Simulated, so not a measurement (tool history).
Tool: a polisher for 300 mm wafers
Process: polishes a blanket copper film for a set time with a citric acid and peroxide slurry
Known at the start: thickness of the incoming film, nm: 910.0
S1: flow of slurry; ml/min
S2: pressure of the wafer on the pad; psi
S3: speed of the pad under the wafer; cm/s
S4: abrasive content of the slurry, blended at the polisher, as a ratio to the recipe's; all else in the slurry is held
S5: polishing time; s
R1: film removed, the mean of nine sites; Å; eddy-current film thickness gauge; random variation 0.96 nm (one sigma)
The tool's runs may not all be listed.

run 1 day=0.000 | S1=160 S2=3.0 S3=88 S4=1.00 S5=106 | R1=2351.2
run 2 day=0.121 | S1=175 S2=3.0 S3=88 S4=1.00 S5=106 | R1=2383.2
run 3 day=0.408 | S1=175 S2=3.0 S3=88 S4=1.00 S5=111 | R1=2520.7
run 4 day=0.550 | S1=170 S2=2.5 S3=84 S4=1.00 S5=111 | R1=2033.4
run 5 day=0.800 | S1=170 S2=2.5 S3=84 S4=1.15 S5=111 | R1=2064.2
run 6 day=0.833 | S1=170 S2=2.5 S3=92 S4=1.15 S5=111 | R1=2222.9
-- day=1.183 slurry nozzle cleaned
run 7 day=1.183 | S1=165 S2=2.2 S3=86 S4=1.15 S5=111 | R1=1944.2

Run 8 comes next. What will it give?
run 8 day=1.333 | S1=165 S2=2.0 S3=80 S4=1.15 S5=111 | R1=?

{"run 8": {"R1": 1688.8}}
